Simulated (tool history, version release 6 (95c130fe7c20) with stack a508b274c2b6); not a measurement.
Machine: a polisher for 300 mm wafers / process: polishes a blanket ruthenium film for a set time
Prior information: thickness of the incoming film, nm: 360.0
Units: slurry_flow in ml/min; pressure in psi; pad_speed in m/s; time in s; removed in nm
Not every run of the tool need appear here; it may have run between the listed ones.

{"run": 1, "hour": 0.0, "slurry_flow": 145, "pressure": 1.4, "pad_speed": 0.86, "time": 27, "removed": 17.723}
{"run": 2, "hour": 6.7, "slurry_flow": 140, "pressure": 1.3, "pad_speed": 0.86, "time": 27, "removed": 16.295}
{"run": 3, "hour": 9.4, "slurry_flow": 140, "pressure": 1.6, "pad_speed": 0.86, "time": 27, "removed": 19.777}
{"run": 4, "hour": 13.5, "slurry_flow": 170, "pressure": 1.6, "pad_speed": 0.86, "time": 27, "removed": 20.567}
{"run": 5, "hour": 19.5, "slurry_flow": 170, "pressure": 1.6, "pad_speed": 0.66, "time": 27, "removed": 16.142}
{"run": 6, "hour": 28.4, "slurry_flow": 165, "pressure": 1.6, "pad_speed": 0.66, "time": 27, "removed": 15.756}
{"run": 7, "hour": 30.2, "slurry_flow": 160, "pressure": 1.6, "pad_speed": 0.66, "time": 27, "removed": 15.913}
{"run": 8, "hour": 33.4, "slurry_flow": 155, "pressure": 1.6, "pad_speed": 0.66, "time": 27, "removed": 15.71}

Run 9, settings as shown, results not yet in. Your forecast:
{"run": 9, "hour": 41.2, "slurry_flow": 155, "pressure": 1.6, "pad_speed": 0.66, "time": 27, "removed": "?"}

Run 9 measured removed 15.729 nm.
